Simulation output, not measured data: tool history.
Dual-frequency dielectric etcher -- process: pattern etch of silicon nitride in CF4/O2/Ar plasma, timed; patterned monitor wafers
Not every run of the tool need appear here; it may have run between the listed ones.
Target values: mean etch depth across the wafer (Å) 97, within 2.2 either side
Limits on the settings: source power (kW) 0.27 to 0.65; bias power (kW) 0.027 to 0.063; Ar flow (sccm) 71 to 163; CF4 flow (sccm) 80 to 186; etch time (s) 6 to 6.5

| run | hour | source power (kW) | bias power (kW) | Ar flow (sccm) | CF4 flow (sccm) | etch time (s) | mean etch depth across the wafer (Å) |
|---|---|---|---|---|---|---|---|
| 1 | 0 | 0.46 | 0.045 | 117 | 133 | 6.5 | 114.02 |
| 2 | 1.6 | 0.44 | 0.045 | 117 | 133 | 6.5 | 108.55 |
| 3 | 2.4 | 0.44 | 0.039 | 117 | 133 | 6.5 | 101.53 |
| 4 | 8.8 | 0.53 | 0.039 | 117 | 133 | 6.5 | 123.14 |
| 5 | 9.6 | 0.46 | 0.039 | 117 | 133 | 6.5 | 107.47 |
| 6 | 13.3 | 0.45 | 0.039 | 117 | 133 | 6.5 | 105.2 |
| 7 | 21.7 | 0.4 | 0.039 | 117 | 133 | 6.5 | 91.894 |
| 8 | 22.7 | 0.4 | 0.039 | 117 | 133 | 6.5 | 92.237 |

Below are 4 possible settings for the next run. Only one of them brings all results inside the allowed miss of their targets. Which is it?
| A | 23.7 | 0.38 | 0.047 | 115 | 117 | 6.5 | ? |
| B | 23.7 | 0.43 | 0.045 | 114 | 126 | 6 | ? |
| C | 23.7 | 0.43 | 0.039 | 118 | 155 | 6.5 | ? |
| D | 23.7 | 0.4 | 0.041 | 135 | 131 | 6.5 | ? |

| move | mean etch depth across the wafer (Å) |
|---|---|
| A | 92.724 |
| B | 97.024 |
| C | 101.24 |
| D | 92.292 |
A: nearer than the last run, and not there yet
B: every result lands within tolerance
C: the result that was furthest off in the last run now lies on the other side of its target
D: just as far off the targets as the last run
B meets every target.
